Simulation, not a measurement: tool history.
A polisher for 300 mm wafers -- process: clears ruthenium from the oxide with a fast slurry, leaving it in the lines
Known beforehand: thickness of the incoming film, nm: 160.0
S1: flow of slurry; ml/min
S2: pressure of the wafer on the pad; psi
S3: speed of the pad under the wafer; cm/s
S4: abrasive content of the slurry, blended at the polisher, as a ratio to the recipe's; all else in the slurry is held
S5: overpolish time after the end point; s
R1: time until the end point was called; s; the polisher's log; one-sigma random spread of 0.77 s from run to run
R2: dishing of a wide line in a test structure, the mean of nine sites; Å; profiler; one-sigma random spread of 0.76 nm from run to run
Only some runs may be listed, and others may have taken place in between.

run	hour	S1	S2	S3	S4	S5	R1	R2
1	0.0	195	1.8	90	1.0	28	68.114	522.76
2	3.9	195	1.4	90	1.0	28	87.700	430.36
3	7.8	215	1.4	90	1.0	28	85.778	430.91
4	9.7	215	1.4	90	0.9	28	91.066	408.62
5	17.5	210	1.4	90	0.9	31	89.578	451.96
6	18.6	205	1.4	90	0.9	34	90.936	485.06
7	27.3	200	1.4	90	0.9	36	92.255	517.74
8	35.2	200	1.4	90	0.9	38	91.407	539.25

Run 9 comes next. What will it give?
9	36.2	200	1.6	90	0.9	46	?	?

{"run 9": {"R1": 80.118, "R2": 667.63}}
